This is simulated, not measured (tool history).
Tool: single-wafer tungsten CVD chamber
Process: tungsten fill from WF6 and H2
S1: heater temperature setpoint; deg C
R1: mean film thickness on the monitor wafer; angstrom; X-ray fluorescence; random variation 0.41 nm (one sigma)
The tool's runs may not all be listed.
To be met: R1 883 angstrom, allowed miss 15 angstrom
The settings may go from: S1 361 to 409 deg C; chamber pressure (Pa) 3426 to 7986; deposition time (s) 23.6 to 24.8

{"run": 1, "hour": 0.0, "S1": 385, "chamber pressure (Pa)": 5706, "deposition time (s)": 24.8, "R1": 695.8}
{"run": 2, "hour": 2.7, "S1": 381, "chamber pressure (Pa)": 5706, "deposition time (s)": 24.8, "R1": 645.2}
{"run": 3, "hour": 7.9, "S1": 381, "chamber pressure (Pa)": 5706, "deposition time (s)": 23.6, "R1": 616.74}
{"run": 4, "hour": 14.1, "S1": 386, "chamber pressure (Pa)": 5706, "deposition time (s)": 23.6, "R1": 675.53}
{"run": 5, "hour": 17.5, "S1": 390, "chamber pressure (Pa)": 5706, "deposition time (s)": 23.6, "R1": 727.12}
{"hour": 19.7, "done": "thermocouple changed; heater temperature recalibrated"}
{"run": 6, "hour": 19.7, "S1": 392, "chamber pressure (Pa)": 5720, "deposition time (s)": 23.6, "R1": 696.01}
{"run": 7, "hour": 27.5, "S1": 395, "chamber pressure (Pa)": 5919, "deposition time (s)": 23.7, "R1": 752.22}
{"run": 8, "hour": 34.1, "S1": 405, "chamber pressure (Pa)": 5959, "deposition time (s)": 23.7, "R1": 906.89}
{"run": 9, "hour": 41.8, "S1": 405, "chamber pressure (Pa)": 5959, "deposition time (s)": 23.7, "R1": 905.49}

4 next moves are on the table. One of them brings every result within its allowed miss. Which?
{"run": "A", "hour": 49.5, "S1": 403, "chamber pressure (Pa)": 5640, "deposition time (s)": 23.6, "R1": "?"}
{"run": "B", "hour": 49.5, "S1": 397, "chamber pressure (Pa)": 7213, "deposition time (s)": 23.6, "R1": "?"}
{"run": "C", "hour": 49.5, "S1": 406, "chamber pressure (Pa)": 5493, "deposition time (s)": 24.8, "R1": "?"}
{"run": "D", "hour": 49.5, "S1": 407, "chamber pressure (Pa)": 5906, "deposition time (s)": 23.6, "R1": "?"}

move=A R1=843.08
move=B R1=889.82
move=C R1=914.97
move=D R1=930.82
A: takes the result that was furthest off past its target
B: meets every target
C: further off than the last run
D: further off than the last run
Move B is the one to make.
